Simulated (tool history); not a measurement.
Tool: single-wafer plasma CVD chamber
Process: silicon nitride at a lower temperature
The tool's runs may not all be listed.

run	hour	heater temperature setpoint (deg C)	chamber pressure (mTorr)	RF power (W)	deposition time (s)	mean film thickness on the monitor wafer (angstrom)
1	0.0	340	1330	235	27.3	248.01
2	8.5	340	1450	240	27.3	259.70
3	10.4	340	1550	245	27.3	270.29
4	18.6	340	1360	245	27.3	261.17
5	19.8	340	1470	250	27.3	268.95
6	24.4	340	1560	250	27.3	274.62
7	26.5	340	1630	250	27.3	278.07
8	29.4	340	1680	250	27.3	280.41
9	30.9	340	1680	250	27.3	279.71
10	34.3	340	1720	255	27.3	287.06

Forecast run 11:
11	40.6	340	1750	255	27.3	?

mean film thickness on the monitor wafer (angstrom): 289.19
